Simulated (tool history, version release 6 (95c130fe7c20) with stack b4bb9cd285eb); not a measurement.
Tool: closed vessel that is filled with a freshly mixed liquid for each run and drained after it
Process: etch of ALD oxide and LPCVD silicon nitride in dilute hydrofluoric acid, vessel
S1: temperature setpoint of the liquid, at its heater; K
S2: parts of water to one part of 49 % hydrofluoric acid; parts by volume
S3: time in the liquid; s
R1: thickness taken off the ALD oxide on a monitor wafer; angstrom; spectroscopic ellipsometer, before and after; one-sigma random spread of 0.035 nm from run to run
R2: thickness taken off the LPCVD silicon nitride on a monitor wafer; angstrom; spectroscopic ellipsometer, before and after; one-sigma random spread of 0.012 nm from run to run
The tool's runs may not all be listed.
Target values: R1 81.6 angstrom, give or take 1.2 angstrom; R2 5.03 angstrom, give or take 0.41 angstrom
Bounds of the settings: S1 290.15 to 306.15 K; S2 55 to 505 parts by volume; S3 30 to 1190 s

run,hour,S1,S2,S3,R1,R2
1,0,298.15,280,605,180.87,9.6667
2,2.5,299.65,280,605,189.35,10.867
3,6.3,299.15,300,605,172.98,10.005
4,9.4,299.15,250,605,215.98,11.486
5,10.4,298.65,270,610,194.88,10.594
6,18.4,298.15,290,615,177.56,9.6108
7,24.5,298.15,290,615,175.4,9.2244
8,28.6,298.15,310,615,161.1,9.0634
9,36.8,297.65,325,620,149.87,8.6306
10,40,297.15,335,620,143.16,7.9224
11,48.3,297.15,350,620,135.21,7.8524
12,54.1,296.65,360,620,126.98,7.2369
13,58.9,293.65,460,645,85.291,4.8097
14,65.5,296.15,490,655,86.53,5.4113
15,72.3,295.65,495,655,83.762,5.3502
16,76.6,295.15,495,655,83.246,5.0939

Pick the move, out of 4, that brings all results within their allowed miss; only one does.
A,80.9,296.15,360,430,?,?
B,80.9,295.65,480,610,?,?
C,80.9,295.65,285,310,?,?
D,80.9,294.65,490,670,?,?

move,R1,R2
A,86.608,4.9636
B,81.737,5.1529
C,83.103,4.3658
D,84.456,5.2291
A: its largest miss is bigger than the last run's
B: every result within its allowed miss
C: its largest miss is bigger than the last run's
D: its largest miss is bigger than the last run's
The right move is B.

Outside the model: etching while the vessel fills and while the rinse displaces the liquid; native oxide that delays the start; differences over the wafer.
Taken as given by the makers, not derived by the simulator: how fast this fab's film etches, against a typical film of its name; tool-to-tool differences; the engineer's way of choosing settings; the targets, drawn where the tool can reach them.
